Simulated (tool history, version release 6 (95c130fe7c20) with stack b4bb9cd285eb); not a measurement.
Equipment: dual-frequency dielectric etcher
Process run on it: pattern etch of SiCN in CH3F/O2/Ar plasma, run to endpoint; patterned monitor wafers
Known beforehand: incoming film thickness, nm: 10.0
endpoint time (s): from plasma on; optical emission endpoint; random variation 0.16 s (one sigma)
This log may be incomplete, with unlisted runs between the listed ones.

run 1 day=0 | source_power_(W)=530 bias_power_(W)=81 | endpoint_time_(s)=20.928
run 2 day=0.321 | source_power_(W)=480 bias_power_(W)=73 | endpoint_time_(s)=23.505
run 3 day=0.421 | source_power_(W)=430 bias_power_(W)=73 | endpoint_time_(s)=25.377
run 4 day=0.488 | source_power_(W)=340 bias_power_(W)=73 | endpoint_time_(s)=30.569
run 5 day=0.792 | source_power_(W)=340 bias_power_(W)=82 | endpoint_time_(s)=29.008
run 6 day=1.038 | source_power_(W)=340 bias_power_(W)=79 | endpoint_time_(s)=29.676
run 7 day=1.092 | source_power_(W)=340 bias_power_(W)=77 | endpoint_time_(s)=29.734
run 8 day=1.167 | source_power_(W)=320 bias_power_(W)=62 | endpoint_time_(s)=34.807

Forecast run 9:
run 9 day=1.496 | source_power_(W)=330 bias_power_(W)=62 | endpoint_time_(s)=?

Run 9 yielded endpoint time (s) 33.856.
